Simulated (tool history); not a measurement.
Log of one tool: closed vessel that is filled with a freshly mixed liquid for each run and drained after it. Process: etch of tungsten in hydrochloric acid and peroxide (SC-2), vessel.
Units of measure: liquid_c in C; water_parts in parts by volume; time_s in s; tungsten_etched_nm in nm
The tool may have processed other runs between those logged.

run  hour  liquid_c  water_parts  time_s  tungsten_etched_nm
  1     0        64          9.5      75              26.664
  2   8.6      70.5          9.5      75              39.353
  3  14.1        72          9.5      75              42.952
  4  18.9        72          9.5      75              43.246
  5  21.1      69.5          9.5      75              37.875
  6    29      67.5          9.5      75              33.409
  7  36.4        66          9.5      75              30.296

Run 8 has not been measured yet. What should we expect?
  8    43        65          9.5      75                   ?

tungsten_etched_nm: 28.442 nm
